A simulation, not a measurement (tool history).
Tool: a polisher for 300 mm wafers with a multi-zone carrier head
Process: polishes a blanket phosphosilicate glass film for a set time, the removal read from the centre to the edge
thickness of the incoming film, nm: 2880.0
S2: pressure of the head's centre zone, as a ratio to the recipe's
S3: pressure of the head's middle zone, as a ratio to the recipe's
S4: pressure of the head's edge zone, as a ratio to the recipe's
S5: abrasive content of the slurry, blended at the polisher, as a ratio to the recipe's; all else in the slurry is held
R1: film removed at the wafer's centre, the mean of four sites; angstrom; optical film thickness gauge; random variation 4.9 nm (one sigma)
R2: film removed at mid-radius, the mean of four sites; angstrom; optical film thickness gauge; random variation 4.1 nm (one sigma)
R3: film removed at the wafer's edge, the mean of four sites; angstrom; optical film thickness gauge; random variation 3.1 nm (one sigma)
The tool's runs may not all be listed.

{"run": 1, "hour": 0.0, "flow of slurry (ml/min)": 230, "S2": 1, "S3": 1, "S4": 1, "S5": 1, "polishing time (s)": 51, "R1": 5704.3, "R2": 5641.2, "R3": 5774.8}
{"run": 2, "hour": 4.9, "flow of slurry (ml/min)": 220, "S2": 0.99, "S3": 0.96, "S4": 0.97, "S5": 0.95, "polishing time (s)": 51, "R1": 5540.5, "R2": 5283.1, "R3": 5511.5}
{"run": 3, "hour": 13.6, "flow of slurry (ml/min)": 180, "S2": 0.99, "S3": 0.96, "S4": 0.97, "S5": 0.95, "polishing time (s)": 51, "R1": 5190, "R2": 5059.2, "R3": 5388.6}
{"run": 4, "hour": 19.9, "flow of slurry (ml/min)": 180, "S2": 0.99, "S3": 0.96, "S4": 0.97, "S5": 0.95, "polishing time (s)": 60, "R1": 6177.2, "R2": 5910.7, "R3": 6228.6}
{"run": 5, "hour": 20.5, "flow of slurry (ml/min)": 175, "S2": 0.98, "S3": 0.93, "S4": 0.94, "S5": 0.85, "polishing time (s)": 60, "R1": 5799.3, "R2": 5451.1, "R3": 5920.9}
{"run": 6, "hour": 29.2, "flow of slurry (ml/min)": 175, "S2": 0.98, "S3": 0.92, "S4": 0.92, "S5": 0.75, "polishing time (s)": 60, "R1": 5419.6, "R2": 5137.3, "R3": 5414.2}

The next listed run, before its measurement:
{"hour": 31.9, "done": "worn pad replaced by a new one"}
{"run": 7, "hour": 31.9, "flow of slurry (ml/min)": 170, "S2": 0.98, "S3": 0.89, "S4": 0.9, "S5": 0.7, "polishing time (s)": 60, "R1": "?", "R2": "?", "R3": "?"}

Run 7 gave R1 5642.7 angstrom, R2 5277.7 angstrom, R3 5669.4 angstrom.
